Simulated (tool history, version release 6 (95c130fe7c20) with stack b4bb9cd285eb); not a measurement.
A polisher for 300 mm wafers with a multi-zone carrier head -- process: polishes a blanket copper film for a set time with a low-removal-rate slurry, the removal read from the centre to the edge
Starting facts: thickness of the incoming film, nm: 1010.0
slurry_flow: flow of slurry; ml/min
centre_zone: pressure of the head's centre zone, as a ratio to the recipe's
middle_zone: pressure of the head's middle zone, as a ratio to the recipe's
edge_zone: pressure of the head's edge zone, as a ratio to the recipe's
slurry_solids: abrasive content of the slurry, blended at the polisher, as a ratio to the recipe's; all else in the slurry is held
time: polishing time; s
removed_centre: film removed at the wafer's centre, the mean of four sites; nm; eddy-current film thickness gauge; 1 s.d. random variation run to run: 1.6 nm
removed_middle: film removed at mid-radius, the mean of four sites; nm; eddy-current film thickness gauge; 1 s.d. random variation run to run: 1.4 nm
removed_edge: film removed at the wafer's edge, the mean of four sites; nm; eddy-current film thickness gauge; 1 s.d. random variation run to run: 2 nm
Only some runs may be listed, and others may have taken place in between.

{"run": 1, "hour": 0.0, "slurry_flow": 250, "centre_zone": 1.0, "middle_zone": 1.0, "edge_zone": 1.0, "slurry_solids": 1.0, "time": 62, "removed_centre": 176.72, "removed_middle": 179.77, "removed_edge": 177.38}
{"run": 2, "hour": 7.7, "slurry_flow": 270, "centre_zone": 1.04, "middle_zone": 1.0, "edge_zone": 1.05, "slurry_solids": 1.05, "time": 62, "removed_centre": 187.48, "removed_middle": 180.85, "removed_edge": 184.0}
{"run": 3, "hour": 14.7, "slurry_flow": 270, "centre_zone": 1.04, "middle_zone": 0.94, "edge_zone": 1.05, "slurry_solids": 1.05, "time": 62, "removed_centre": 188.87, "removed_middle": 172.71, "removed_edge": 185.56}
{"run": 4, "hour": 18.8, "slurry_flow": 270, "centre_zone": 1.04, "middle_zone": 0.94, "edge_zone": 0.97, "slurry_solids": 1.05, "time": 62, "removed_centre": 187.54, "removed_middle": 173.01, "removed_edge": 176.41}
{"run": 5, "hour": 23.4, "slurry_flow": 280, "centre_zone": 1.07, "middle_zone": 0.96, "edge_zone": 1.02, "slurry_solids": 1.15, "time": 62, "removed_centre": 197.13, "removed_middle": 182.1, "removed_edge": 183.37}
{"run": 6, "hour": 25.6, "slurry_flow": 290, "centre_zone": 1.09, "middle_zone": 0.96, "edge_zone": 1.06, "slurry_solids": 1.2, "time": 62, "removed_centre": 203.13, "removed_middle": 182.63, "removed_edge": 192.23}

Forecast run 7:
{"run": 7, "hour": 34.3, "slurry_flow": 305, "centre_zone": 1.12, "middle_zone": 0.97, "edge_zone": 1.09, "slurry_solids": 1.25, "time": 62, "removed_centre": "?", "removed_middle": "?", "removed_edge": "?"}

removed_centre: 214.97 nm
removed_middle: 188.00 nm
removed_edge: 196.26 nm

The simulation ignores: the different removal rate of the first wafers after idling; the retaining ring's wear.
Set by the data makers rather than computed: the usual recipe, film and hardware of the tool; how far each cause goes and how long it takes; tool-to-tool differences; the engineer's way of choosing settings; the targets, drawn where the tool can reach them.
